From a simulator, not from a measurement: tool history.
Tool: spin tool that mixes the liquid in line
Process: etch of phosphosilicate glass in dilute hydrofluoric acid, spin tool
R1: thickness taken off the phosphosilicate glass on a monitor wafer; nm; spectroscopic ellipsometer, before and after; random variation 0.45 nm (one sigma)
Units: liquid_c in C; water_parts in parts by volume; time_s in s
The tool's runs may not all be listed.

run 1 hour=0.0 | liquid_c=25.0 water_parts=300 time_s=50 | R1=27.401
run 2 hour=6.4 | liquid_c=25.0 water_parts=300 time_s=50 | R1=27.119
run 3 hour=8.3 | liquid_c=26.5 water_parts=280 time_s=50 | R1=31.262
run 4 hour=12.6 | liquid_c=26.5 water_parts=330 time_s=50 | R1=24.852
run 5 hour=18.6 | liquid_c=28.5 water_parts=330 time_s=50 | R1=26.979
run 6 hour=26.3 | liquid_c=30.5 water_parts=330 time_s=50 | R1=28.251
-- hour=28.7 thermometer replaced
run 7 hour=28.7 | liquid_c=31.0 water_parts=305 time_s=50 | R1=30.218

Run 8 comes next. What will it give?
run 8 hour=31.8 | liquid_c=31.5 water_parts=275 time_s=50 | R1=?

{"run 8": {"R1": 34.832}}
